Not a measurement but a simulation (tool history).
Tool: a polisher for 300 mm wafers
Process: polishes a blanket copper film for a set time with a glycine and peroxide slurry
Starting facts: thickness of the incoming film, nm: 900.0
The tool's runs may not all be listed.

| run | hour | flow of slurry (ml/min) | pressure of the wafer on the pad (kPa) | speed of the pad under the wafer (cm/s) | polishing time (s) | film removed (Å) |
|---|---|---|---|---|---|---|
| 1 | 0.0 | 310 | 17.2 | 102 | 37 | 1983.1 |
| 2 | 7.4 | 310 | 18.6 | 102 | 37 | 2145.2 |
| 3 | 10.9 | 310 | 22.1 | 102 | 37 | 2457.5 |
| 4 | 17.7 | 310 | 22.8 | 102 | 37 | 2543.0 |
| 5 | 25.5 | 310 | 23.4 | 102 | 37 | 2570.3 |
| 6 | 33.6 | 310 | 24.1 | 102 | 37 | 2663.9 |

Run 7, settings as shown, results not yet in. Your forecast:
| 7 | 38.8 | 310 | 24.8 | 102 | 37 | ? |

Run 7 gave film removed (Å) 2745.3.

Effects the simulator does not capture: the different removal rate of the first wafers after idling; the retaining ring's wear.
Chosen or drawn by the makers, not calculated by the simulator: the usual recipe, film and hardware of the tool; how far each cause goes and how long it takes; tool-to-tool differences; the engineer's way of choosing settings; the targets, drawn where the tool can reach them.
